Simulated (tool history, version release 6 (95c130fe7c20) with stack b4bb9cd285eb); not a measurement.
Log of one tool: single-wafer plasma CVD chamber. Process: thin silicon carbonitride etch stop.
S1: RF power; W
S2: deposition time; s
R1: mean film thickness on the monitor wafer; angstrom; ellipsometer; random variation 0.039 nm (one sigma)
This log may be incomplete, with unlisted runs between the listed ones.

{"run": 1, "hour": 0.0, "S1": 155, "S2": 21.1, "R1": 120.94}
{"run": 2, "hour": 7.0, "S1": 155, "S2": 18.9, "R1": 108.41}
{"run": 3, "hour": 8.0, "S1": 155, "S2": 16.2, "R1": 92.095}
{"run": 4, "hour": 16.2, "S1": 140, "S2": 16.2, "R1": 89.935}
{"run": 5, "hour": 22.5, "S1": 155, "S2": 16.2, "R1": 92.548}
{"hour": 27.0, "done": "thermocouple changed; heater temperature recalibrated"}
{"run": 6, "hour": 27.0, "S1": 135, "S2": 16.2, "R1": 88.565}
{"run": 7, "hour": 31.8, "S1": 145, "S2": 16.6, "R1": 93.569}

Estimate the outcome of run 8 from the log above:
{"run": 8, "hour": 40.8, "S1": 150, "S2": 16.9, "R1": "?"}

R1: 95.831 angstrom
